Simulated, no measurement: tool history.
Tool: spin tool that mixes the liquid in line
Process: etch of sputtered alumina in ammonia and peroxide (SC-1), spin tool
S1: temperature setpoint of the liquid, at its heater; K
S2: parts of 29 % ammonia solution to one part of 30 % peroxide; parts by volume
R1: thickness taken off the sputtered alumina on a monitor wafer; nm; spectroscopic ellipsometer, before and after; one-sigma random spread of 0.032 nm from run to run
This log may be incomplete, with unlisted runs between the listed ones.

{"run": 1, "hour": 0.0, "S1": 334.15, "S2": 0.85, "time under the liquid (s)": 185, "R1": 16.944}
{"run": 2, "hour": 3.0, "S1": 334.15, "S2": 0.65, "time under the liquid (s)": 185, "R1": 16.48}
{"run": 3, "hour": 4.7, "S1": 331.15, "S2": 0.65, "time under the liquid (s)": 185, "R1": 14.129}
{"run": 4, "hour": 8.4, "S1": 331.15, "S2": 0.65, "time under the liquid (s)": 185, "R1": 14.077}
{"run": 5, "hour": 12.1, "S1": 331.15, "S2": 0.65, "time under the liquid (s)": 200, "R1": 15.302}
{"run": 6, "hour": 21.0, "S1": 329.15, "S2": 0.65, "time under the liquid (s)": 200, "R1": 13.758}

Estimate the outcome of run 7 from the log above:
{"run": 7, "hour": 24.5, "S1": 327.65, "S2": 0.65, "time under the liquid (s)": 200, "R1": "?"}

{"run 7": {"R1": 12.631}}
